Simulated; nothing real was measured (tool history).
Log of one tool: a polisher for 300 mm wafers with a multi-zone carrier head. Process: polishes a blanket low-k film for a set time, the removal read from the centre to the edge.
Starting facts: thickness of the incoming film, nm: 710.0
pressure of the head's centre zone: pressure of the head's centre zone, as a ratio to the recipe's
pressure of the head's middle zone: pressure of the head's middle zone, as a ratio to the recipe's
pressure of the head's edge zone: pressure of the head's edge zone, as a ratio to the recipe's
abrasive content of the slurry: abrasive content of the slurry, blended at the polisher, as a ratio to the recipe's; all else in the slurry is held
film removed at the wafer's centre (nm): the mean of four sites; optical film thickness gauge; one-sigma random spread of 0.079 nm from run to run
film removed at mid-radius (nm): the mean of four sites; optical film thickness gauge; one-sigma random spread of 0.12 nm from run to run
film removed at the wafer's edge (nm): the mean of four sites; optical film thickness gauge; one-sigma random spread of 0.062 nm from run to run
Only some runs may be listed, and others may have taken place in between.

run,day,flow of slurry (ml/min),pressure of the head's centre zone,pressure of the head's middle zone,pressure of the head's edge zone,abrasive content of the slurry,polishing time (s),film removed at the wafer's centre (nm),film removed at mid-radius (nm),film removed at the wafer's edge (nm)
1,0,315,1,1,1,1,33,9.7722,9.8688,9.6857
2,0.196,315,1.02,1.01,0.96,0.9,33,9.5408,9.4765,9.0115
3,0.3,275,1.02,1.01,0.96,0.9,33,9.3849,9.5433,9.0077
4,0.442,275,1.02,1.01,0.93,0.9,33,9.5027,9.4643,8.8292
5,0.712,275,0.94,1.01,0.93,0.9,33,8.6291,9.6058,8.803
6,0.767,275,0.94,1.01,0.93,0.9,28,7.2866,7.945,7.6089
7,0.904,280,0.98,1.04,0.92,0.9,28,7.5982,8.2723,7.563
8,0.958,285,1.01,1.05,0.91,0.9,28,7.7716,8.179,7.443

Estimate the outcome of run 9 from the log above:
9,1.25,285,1.04,1.07,0.91,0.9,28,?,?,?

Run 9 gave film removed at the wafer's centre (nm) 8.2323, film removed at mid-radius (nm) 8.204, film removed at the wafer's edge (nm) 7.4206.

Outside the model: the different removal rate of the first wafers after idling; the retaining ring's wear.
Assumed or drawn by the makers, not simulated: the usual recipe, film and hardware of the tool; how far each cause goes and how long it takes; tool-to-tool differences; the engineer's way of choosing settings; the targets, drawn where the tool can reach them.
